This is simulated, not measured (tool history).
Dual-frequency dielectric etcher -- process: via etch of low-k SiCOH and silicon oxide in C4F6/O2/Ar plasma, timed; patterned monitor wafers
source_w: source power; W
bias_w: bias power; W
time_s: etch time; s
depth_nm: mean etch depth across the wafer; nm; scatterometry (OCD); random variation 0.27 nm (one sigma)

run  hour  source_w  bias_w  time_s  depth_nm
  1     0       340     176      40    83.365
  2   0.9       300     162      40    77.094
  3   2.2       270     156      40    73.351
  4     4       310     156      40    77.934
  5   7.5       310     139      40    75.704
  6  11.5       310     139      42    79.571
  7  17.7       280     130      42    74.956

Run 8 is up next; what results do you expect?
  8    20       260     126      42         ?

depth_nm: 72.405 nm

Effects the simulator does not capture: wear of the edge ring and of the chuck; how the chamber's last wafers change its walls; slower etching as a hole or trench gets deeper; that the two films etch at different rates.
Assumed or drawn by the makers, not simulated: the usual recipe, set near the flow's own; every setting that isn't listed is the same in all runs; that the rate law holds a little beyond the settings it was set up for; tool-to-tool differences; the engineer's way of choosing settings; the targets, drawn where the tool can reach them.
